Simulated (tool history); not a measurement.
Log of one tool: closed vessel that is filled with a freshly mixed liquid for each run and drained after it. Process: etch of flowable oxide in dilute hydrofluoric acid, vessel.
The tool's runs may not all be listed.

run,hour,temperature setpoint of the liquid (°C),parts of water to one part of 49 % hydrofluoric acid (parts by volume),time in the liquid (s),thickness taken off the flowable oxide on a monitor wafer (Å)
1,0,20,175,55,89.519
2,0.9,21.5,175,55,95.189
3,2.1,21.5,175,40,69.317
4,3.9,22.5,150,40,86.417
5,9.1,22.5,125,40,105.78
6,14.3,25.5,125,40,120.31

Forecast run 7:
7,16.9,26,110,40,?

thickness taken off the flowable oxide on a monitor wafer (Å): 140.76
